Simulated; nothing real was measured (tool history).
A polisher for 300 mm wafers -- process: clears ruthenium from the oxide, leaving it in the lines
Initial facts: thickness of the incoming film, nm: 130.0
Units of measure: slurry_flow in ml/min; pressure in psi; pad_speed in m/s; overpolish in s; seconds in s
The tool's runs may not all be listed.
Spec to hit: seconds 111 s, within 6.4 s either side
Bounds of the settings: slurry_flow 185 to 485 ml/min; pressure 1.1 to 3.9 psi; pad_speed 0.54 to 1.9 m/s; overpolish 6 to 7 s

run 1 hour=0 | slurry_flow=310 pressure=2.5 pad_speed=1.22 overpolish=7 | seconds=71.444
run 2 hour=2.9 | slurry_flow=310 pressure=2.5 pad_speed=1.22 overpolish=7 | seconds=73.1
run 3 hour=10.6 | slurry_flow=310 pressure=2.5 pad_speed=1.42 overpolish=7 | seconds=61.872
run 4 hour=11.7 | slurry_flow=310 pressure=2.2 pad_speed=1.4 overpolish=7 | seconds=70.977
run 5 hour=12.5 | slurry_flow=310 pressure=2.2 pad_speed=1.62 overpolish=7 | seconds=60.77
run 6 hour=18 | slurry_flow=310 pressure=2 pad_speed=1.58 overpolish=7 | seconds=66.973
run 7 hour=25.9 | slurry_flow=310 pressure=1.8 pad_speed=1.54 overpolish=7 | seconds=75.81
run 8 hour=33.7 | slurry_flow=310 pressure=1.7 pad_speed=1.52 overpolish=7 | seconds=77.467
run 9 hour=37.8 | slurry_flow=310 pressure=1.6 pad_speed=1.48 overpolish=7 | seconds=85.213
run 10 hour=45.4 | slurry_flow=310 pressure=1.6 pad_speed=1.48 overpolish=7 | seconds=82.115
run 11 hour=51.8 | slurry_flow=310 pressure=1.5 pad_speed=1.44 overpolish=7 | seconds=90.595
run 12 hour=53.9 | slurry_flow=310 pressure=1.4 pad_speed=1.42 overpolish=7 | seconds=96.615
run 13 hour=56 | slurry_flow=310 pressure=1.3 pad_speed=1.42 overpolish=7 | seconds=98.117
run 14 hour=60.8 | slurry_flow=310 pressure=1.1 pad_speed=1.34 overpolish=7 | seconds=119.93

Exactly one of the 4 candidate moves below puts every result within its allowed miss. Which one?
run A hour=65.6 | slurry_flow=255 pressure=1.3 pad_speed=1.5 overpolish=7 | seconds=?
run B hour=65.6 | slurry_flow=250 pressure=1.5 pad_speed=1.36 overpolish=7 | seconds=?
run C hour=65.6 | slurry_flow=245 pressure=1.2 pad_speed=1.34 overpolish=7 | seconds=?
run D hour=65.6 | slurry_flow=220 pressure=1.7 pad_speed=1.32 overpolish=6 | seconds=?

move=A seconds=96.072
move=B seconds=95.688
move=C seconds=112.72
move=D seconds=90.979
A: pushes the last run's worst result past its target
B: pushes the last run's worst result past its target
C: every result within its allowed miss
D: pushes the last run's worst result past its target
C meets every target.
